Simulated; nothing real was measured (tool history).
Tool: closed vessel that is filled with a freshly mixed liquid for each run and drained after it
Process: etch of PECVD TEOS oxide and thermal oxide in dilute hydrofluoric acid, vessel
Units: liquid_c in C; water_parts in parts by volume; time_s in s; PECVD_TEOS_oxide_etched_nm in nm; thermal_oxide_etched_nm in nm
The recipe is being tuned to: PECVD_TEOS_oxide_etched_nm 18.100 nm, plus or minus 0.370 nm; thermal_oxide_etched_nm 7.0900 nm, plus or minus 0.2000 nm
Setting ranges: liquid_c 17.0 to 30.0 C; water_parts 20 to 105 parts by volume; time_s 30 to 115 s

{"run": 1, "hour": 0.0, "liquid_c": 22.0, "water_parts": 55, "time_s": 60, "PECVD_TEOS_oxide_etched_nm": 14.029, "thermal_oxide_etched_nm": 5.5557}
{"run": 2, "hour": 7.9, "liquid_c": 24.5, "water_parts": 55, "time_s": 60, "PECVD_TEOS_oxide_etched_nm": 15.432, "thermal_oxide_etched_nm": 6.0313}
{"run": 3, "hour": 10.1, "liquid_c": 25.5, "water_parts": 55, "time_s": 60, "PECVD_TEOS_oxide_etched_nm": 16.276, "thermal_oxide_etched_nm": 6.3856}
{"run": 4, "hour": 14.7, "liquid_c": 26.0, "water_parts": 55, "time_s": 60, "PECVD_TEOS_oxide_etched_nm": 16.384, "thermal_oxide_etched_nm": 6.4458}
{"run": 5, "hour": 21.4, "liquid_c": 26.0, "water_parts": 45, "time_s": 60, "PECVD_TEOS_oxide_etched_nm": 20.554, "thermal_oxide_etched_nm": 7.9151}
{"run": 6, "hour": 28.3, "liquid_c": 29.5, "water_parts": 45, "time_s": 60, "PECVD_TEOS_oxide_etched_nm": 23.557, "thermal_oxide_etched_nm": 9.2423}
{"run": 7, "hour": 35.0, "liquid_c": 27.5, "water_parts": 45, "time_s": 60, "PECVD_TEOS_oxide_etched_nm": 21.728, "thermal_oxide_etched_nm": 8.5018}
{"run": 8, "hour": 43.5, "liquid_c": 26.0, "water_parts": 45, "time_s": 60, "PECVD_TEOS_oxide_etched_nm": 20.618, "thermal_oxide_etched_nm": 7.9514}
{"run": 9, "hour": 44.8, "liquid_c": 23.5, "water_parts": 50, "time_s": 60, "PECVD_TEOS_oxide_etched_nm": 16.655, "thermal_oxide_etched_nm": 6.4455}
{"run": 10, "hour": 46.2, "liquid_c": 24.0, "water_parts": 50, "time_s": 60, "PECVD_TEOS_oxide_etched_nm": 17.096, "thermal_oxide_etched_nm": 6.6116}
{"run": 11, "hour": 48.4, "liquid_c": 24.5, "water_parts": 50, "time_s": 60, "PECVD_TEOS_oxide_etched_nm": 17.068, "thermal_oxide_etched_nm": 6.8182}
{"run": 12, "hour": 56.1, "liquid_c": 25.0, "water_parts": 50, "time_s": 60, "PECVD_TEOS_oxide_etched_nm": 17.543, "thermal_oxide_etched_nm": 6.9173}

Next run, 5 choices. One meets every target within its allowed miss, the rest don't. Which?
{"run": "A", "hour": 63.8, "liquid_c": 29.0, "water_parts": 55, "time_s": 55, "PECVD_TEOS_oxide_etched_nm": "?", "thermal_oxide_etched_nm": "?"}
{"run": "B", "hour": 63.8, "liquid_c": 28.5, "water_parts": 105, "time_s": 115, "PECVD_TEOS_oxide_etched_nm": "?", "thermal_oxide_etched_nm": "?"}
{"run": "C", "hour": 63.8, "liquid_c": 23.5, "water_parts": 25, "time_s": 30, "PECVD_TEOS_oxide_etched_nm": "?", "thermal_oxide_etched_nm": "?"}
{"run": "D", "hour": 63.8, "liquid_c": 28.0, "water_parts": 90, "time_s": 100, "PECVD_TEOS_oxide_etched_nm": "?", "thermal_oxide_etched_nm": "?"}
{"run": "E", "hour": 63.8, "liquid_c": 22.0, "water_parts": 40, "time_s": 55, "PECVD_TEOS_oxide_etched_nm": "?", "thermal_oxide_etched_nm": "?"}

move=A PECVD_TEOS_oxide_etched_nm=17.138 thermal_oxide_etched_nm=6.6923
move=B PECVD_TEOS_oxide_etched_nm=17.150 thermal_oxide_etched_nm=6.6969
move=C PECVD_TEOS_oxide_etched_nm=17.147 thermal_oxide_etched_nm=6.6957
move=D PECVD_TEOS_oxide_etched_nm=17.422 thermal_oxide_etched_nm=6.8031
move=E PECVD_TEOS_oxide_etched_nm=18.087 thermal_oxide_etched_nm=7.0629
A: its largest miss is bigger than the last run's
B: its largest miss is bigger than the last run's
C: its largest miss is bigger than the last run's
D: its largest miss is bigger than the last run's
E: every result within its allowed miss
Move E is the one to make.
